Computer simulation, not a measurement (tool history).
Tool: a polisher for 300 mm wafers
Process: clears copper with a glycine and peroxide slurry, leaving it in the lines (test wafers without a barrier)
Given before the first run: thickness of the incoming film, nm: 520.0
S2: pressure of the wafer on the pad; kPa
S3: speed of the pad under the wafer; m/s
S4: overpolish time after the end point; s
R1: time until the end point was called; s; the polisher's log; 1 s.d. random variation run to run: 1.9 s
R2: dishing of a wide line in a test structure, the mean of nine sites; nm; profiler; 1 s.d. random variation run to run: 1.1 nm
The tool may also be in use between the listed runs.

run 1 hour=0 | flow_of_slurry_(ml/min)=185 S2=20.7 S3=0.9 S4=26 | R1=95.072 R2=73.043
run 2 hour=6.8 | flow_of_slurry_(ml/min)=185 S2=20.7 S3=0.9 S4=31 | R1=93.905 R2=78.666
run 3 hour=12.6 | flow_of_slurry_(ml/min)=210 S2=20.7 S3=0.9 S4=31 | R1=88.991 R2=81.822
run 4 hour=19.6 | flow_of_slurry_(ml/min)=210 S2=20.7 S3=0.9 S4=21 | R1=93.158 R2=68.956
run 5 hour=25 | flow_of_slurry_(ml/min)=180 S2=20.7 S3=0.9 S4=21 | R1=91.299 R2=67.025
run 6 hour=32.8 | flow_of_slurry_(ml/min)=180 S2=20 S3=0.9 S4=21 | R1=94.771 R2=63.846
run 7 hour=37.7 | flow_of_slurry_(ml/min)=180 S2=19.3 S3=0.9 S4=22 | R1=101.75 R2=66.515

For run 8, what comes out?
run 8 hour=42.7 | flow_of_slurry_(ml/min)=180 S2=19.3 S3=0.9 S4=21 | R1=? R2=?

Logged for run 8: R1 100.23 s, R2 60.308 nm.
